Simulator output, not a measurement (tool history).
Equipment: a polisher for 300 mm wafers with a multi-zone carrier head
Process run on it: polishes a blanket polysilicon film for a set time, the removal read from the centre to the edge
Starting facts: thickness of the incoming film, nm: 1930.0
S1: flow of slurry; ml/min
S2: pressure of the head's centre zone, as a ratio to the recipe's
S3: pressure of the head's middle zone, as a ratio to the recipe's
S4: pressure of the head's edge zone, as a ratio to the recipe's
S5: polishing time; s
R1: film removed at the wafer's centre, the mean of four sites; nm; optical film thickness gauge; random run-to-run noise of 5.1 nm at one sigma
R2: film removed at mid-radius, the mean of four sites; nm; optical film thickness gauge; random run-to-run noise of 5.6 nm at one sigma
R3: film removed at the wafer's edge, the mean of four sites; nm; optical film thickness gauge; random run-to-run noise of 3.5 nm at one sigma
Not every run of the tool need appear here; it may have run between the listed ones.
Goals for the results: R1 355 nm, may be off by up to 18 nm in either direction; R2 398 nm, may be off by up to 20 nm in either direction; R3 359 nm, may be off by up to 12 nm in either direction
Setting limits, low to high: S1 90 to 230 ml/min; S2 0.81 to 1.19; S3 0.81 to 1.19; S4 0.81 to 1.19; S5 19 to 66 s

{"run": 1, "hour": 0.0, "S1": 150, "S2": 1, "S3": 1, "S4": 1, "S5": 42, "R1": 232.37, "R2": 232.73, "R3": 236.41}
{"run": 2, "hour": 3.7, "S1": 150, "S2": 1, "S3": 1, "S4": 0.96, "S5": 42, "R1": 237.52, "R2": 237.45, "R3": 228.47}
{"run": 3, "hour": 6.2, "S1": 150, "S2": 1, "S3": 1, "S4": 1.03, "S5": 42, "R1": 237.25, "R2": 234.84, "R3": 238.47}
{"run": 4, "hour": 13.9, "S1": 150, "S2": 1, "S3": 1, "S4": 1.11, "S5": 42, "R1": 233.57, "R2": 232.7, "R3": 246.65}
{"run": 5, "hour": 17.4, "S1": 150, "S2": 1, "S3": 0.91, "S4": 1.11, "S5": 42, "R1": 229.92, "R2": 218.34, "R3": 242.76}
{"run": 6, "hour": 25.6, "S1": 150, "S2": 1, "S3": 0.91, "S4": 1.17, "S5": 42, "R1": 233.99, "R2": 219.48, "R3": 252.95}
{"run": 7, "hour": 31.7, "S1": 160, "S2": 1, "S3": 0.96, "S4": 1.15, "S5": 44, "R1": 245.61, "R2": 236.35, "R3": 264.66}
{"run": 8, "hour": 39.7, "S1": 160, "S2": 1, "S3": 1, "S4": 1.12, "S5": 47, "R1": 267.55, "R2": 266.25, "R3": 282.62}
{"run": 9, "hour": 45.9, "S1": 165, "S2": 1, "S3": 1.03, "S4": 1.11, "S5": 49, "R1": 273.11, "R2": 279.3, "R3": 284.44}
{"run": 10, "hour": 51.7, "S1": 165, "S2": 1, "S3": 1.05, "S4": 1.1, "S5": 51, "R1": 292.09, "R2": 297.23, "R3": 299.57}
{"run": 11, "hour": 55.7, "S1": 170, "S2": 1, "S3": 1.07, "S4": 1.1, "S5": 52, "R1": 299.71, "R2": 312.6, "R3": 306.48}
{"run": 12, "hour": 64.3, "S1": 170, "S2": 1, "S3": 1.09, "S4": 1.1, "S5": 53, "R1": 306.4, "R2": 318.79, "R3": 316.48}
{"run": 13, "hour": 68.0, "S1": 175, "S2": 1, "S3": 1.11, "S4": 1.09, "S5": 54, "R1": 308.05, "R2": 337.65, "R3": 318.45}
{"run": 14, "hour": 76.1, "S1": 175, "S2": 1, "S3": 1.11, "S4": 1.09, "S5": 54, "R1": 309.77, "R2": 343.61, "R3": 321.16}
{"run": 15, "hour": 84.2, "S1": 180, "S2": 1.01, "S3": 1.12, "S4": 1.1, "S5": 55, "R1": 325.94, "R2": 346.94, "R3": 325.36}

Of the 5 settings listed for the next run, only one would bring every result within its allowed miss of target. Which one?
{"run": "A", "hour": 92.3, "S1": 150, "S2": 1.01, "S3": 0.82, "S4": 1.19, "S5": 60, "R1": "?", "R2": "?", "R3": "?"}
{"run": "B", "hour": 92.3, "S1": 165, "S2": 1.01, "S3": 1.19, "S4": 1.11, "S5": 61, "R1": "?", "R2": "?", "R3": "?"}
{"run": "C", "hour": 92.3, "S1": 130, "S2": 0.96, "S3": 0.85, "S4": 1.17, "S5": 59, "R1": "?", "R2": "?", "R3": "?"}
{"run": "D", "hour": 92.3, "S1": 140, "S2": 0.97, "S3": 0.88, "S4": 1.19, "S5": 61, "R1": "?", "R2": "?", "R3": "?"}
{"run": "E", "hour": 92.3, "S1": 230, "S2": 1.14, "S3": 1.1, "S4": 0.85, "S5": 52, "R1": "?", "R2": "?", "R3": "?"}

move=A R1=330.98 R2=284.96 R3=365.78
move=B R1=344.02 R2=403.43 R3=361.51
move=C R1=299.26 R2=280.35 R3=349
move=D R1=318.29 R2=302.93 R3=367.97
move=E R1=349.9 R2=337.62 R3=281.86
A: meets the target for the result that was furthest off, but another lies outside its allowed miss
B: hits every target within its allowed miss
C: meets the target for the result that was furthest off, but another lies outside its allowed miss
D: meets the target for the result that was furthest off, but another lies outside its allowed miss
E: its largest miss is bigger than the last run's
B is the move that brings every result within its allowed miss.
